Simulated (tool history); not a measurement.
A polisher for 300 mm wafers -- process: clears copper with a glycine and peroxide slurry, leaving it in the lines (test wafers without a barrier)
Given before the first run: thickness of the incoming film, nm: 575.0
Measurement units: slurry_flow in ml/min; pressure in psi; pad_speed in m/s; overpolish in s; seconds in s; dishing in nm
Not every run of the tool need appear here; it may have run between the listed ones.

run  hour  slurry_flow  pressure  pad_speed  overpolish  seconds  dishing
  1     0          130       1.8       1.26          24   141.28   52.444
  2   3.7          130       1.6       1.38          21   146.95   47.206
  3   8.4          130       1.6       1.38          27   144.33   52.277
  4  13.4          105       1.6       1.38          27   154.12   51.972
  5    19           90       1.6       1.38          27   153.37   49.672
  6  23.8           90       1.6       1.58          27   140.27   54.353
  7  24.8          125       2.1       1.22          16   127.55   43.036
  8  26.1          120       2.2       1.14          15   134.05   39.421
  9  31.4          115       2.3       1.12          14   132.93   37.996
 10  39.6          110       2.4        1.1          13   130.15    36.94
 11  43.8          105       2.5       1.08          12   129.78   34.719
 12  51.8          100       2.5       1.08          11   137.55   31.872
 13  53.2           95       2.5       1.12          10    133.8   29.548

For run 14, what comes out?
 14  59.8           95       2.5       1.16          10        ?        ?

seconds: 128.23 s
dishing: 31.301 nm

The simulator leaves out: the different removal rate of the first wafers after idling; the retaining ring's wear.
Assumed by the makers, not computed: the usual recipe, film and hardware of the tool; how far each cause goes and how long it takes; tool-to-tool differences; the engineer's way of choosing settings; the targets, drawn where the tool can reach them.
